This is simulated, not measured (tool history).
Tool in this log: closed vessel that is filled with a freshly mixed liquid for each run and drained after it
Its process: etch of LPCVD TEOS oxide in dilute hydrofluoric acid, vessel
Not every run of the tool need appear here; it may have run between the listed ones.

run	hour	temperature setpoint of the liquid (K)	parts of water to one part of 49 % hydrofluoric acid (parts by volume)	time in the liquid (s)	thickness taken off the LPCVD TEOS oxide on a monitor wafer (Å)
1	0	299.15	175	30	51.545
2	6.5	299.15	115	30	85.508
3	13.4	298.15	130	30	72.336
4	17.3	296.15	130	30	66.844
5	25.1	296.15	160	30	51.772
6	31.7	295.15	170	30	47.437
7	33.6	294.65	180	30	42.525
8	39.9	294.15	185	30	40.616
9	41	293.65	190	30	38.376
10	49.8	293.15	195	30	36.377

Forecast run 11:
11	52	292.65	200	30	?

Run 11 yielded thickness taken off the LPCVD TEOS oxide on a monitor wafer (Å) 35.041.
